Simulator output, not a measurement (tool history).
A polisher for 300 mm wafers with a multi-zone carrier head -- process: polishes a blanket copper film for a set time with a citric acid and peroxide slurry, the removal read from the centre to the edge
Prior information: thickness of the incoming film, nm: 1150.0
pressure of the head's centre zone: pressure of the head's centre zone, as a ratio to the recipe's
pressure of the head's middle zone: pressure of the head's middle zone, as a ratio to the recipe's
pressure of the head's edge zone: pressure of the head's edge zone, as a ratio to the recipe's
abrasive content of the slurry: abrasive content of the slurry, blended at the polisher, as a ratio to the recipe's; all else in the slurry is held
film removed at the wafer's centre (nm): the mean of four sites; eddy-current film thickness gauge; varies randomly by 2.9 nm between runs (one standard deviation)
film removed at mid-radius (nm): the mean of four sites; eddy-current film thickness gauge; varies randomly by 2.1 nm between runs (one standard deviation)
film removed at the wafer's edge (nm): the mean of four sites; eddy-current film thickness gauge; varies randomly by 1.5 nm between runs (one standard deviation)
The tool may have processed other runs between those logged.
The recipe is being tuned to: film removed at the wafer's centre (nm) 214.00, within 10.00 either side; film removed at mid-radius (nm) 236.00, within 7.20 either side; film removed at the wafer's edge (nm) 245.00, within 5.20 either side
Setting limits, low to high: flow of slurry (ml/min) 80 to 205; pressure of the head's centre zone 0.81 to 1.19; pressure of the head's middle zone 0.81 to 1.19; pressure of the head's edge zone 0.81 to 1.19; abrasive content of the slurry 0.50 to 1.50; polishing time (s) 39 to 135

run	hour	flow of slurry (ml/min)	pressure of the head's centre zone	pressure of the head's middle zone	pressure of the head's edge zone	abrasive content of the slurry	polishing time (s)	film removed at the wafer's centre (nm)	film removed at mid-radius (nm)	film removed at the wafer's edge (nm)
1	0.0	135	1.00	1.00	1.00	1.00	87	272.94	275.25	279.64
2	4.6	125	0.96	0.98	0.97	0.95	87	255.90	254.21	265.55
3	8.7	105	0.96	0.98	0.97	0.95	87	243.98	241.72	260.20
4	9.2	105	0.96	0.98	0.97	0.85	87	227.41	235.24	248.02
5	10.8	105	0.96	0.90	0.97	0.85	87	230.27	219.88	248.64
6	16.3	105	0.96	0.90	0.97	0.85	96	256.27	238.15	276.22
7	18.2	85	0.86	0.96	0.87	0.70	95	199.71	219.44	230.55
8	18.9	95	0.86	0.96	0.88	0.70	95	211.22	227.53	239.48

Below are 4 possible settings for the next run. Only one of them brings all results inside the allowed miss of their targets. Which is it?
A	19.6	105	0.85	0.98	0.90	0.60	101	?	?	?
B	19.6	95	0.97	1.05	0.82	0.60	98	?	?	?
C	19.6	105	0.89	0.87	0.86	0.80	89	?	?	?
D	19.6	110	0.86	0.93	1.01	0.80	87	?	?	?

move	film removed at the wafer's centre (nm)	film removed at mid-radius (nm)	film removed at the wafer's edge (nm)
A	209.65	241.58	247.94
B	219.48	240.33	228.52
C	214.44	215.28	240.97
D	206.95	225.55	250.25
A: in spec on every target
B: meets the target for the result that was furthest off, but another lies outside its allowed miss
C: misses by more than the last run did
D: misses by more than the last run did
Move A is the one to make.

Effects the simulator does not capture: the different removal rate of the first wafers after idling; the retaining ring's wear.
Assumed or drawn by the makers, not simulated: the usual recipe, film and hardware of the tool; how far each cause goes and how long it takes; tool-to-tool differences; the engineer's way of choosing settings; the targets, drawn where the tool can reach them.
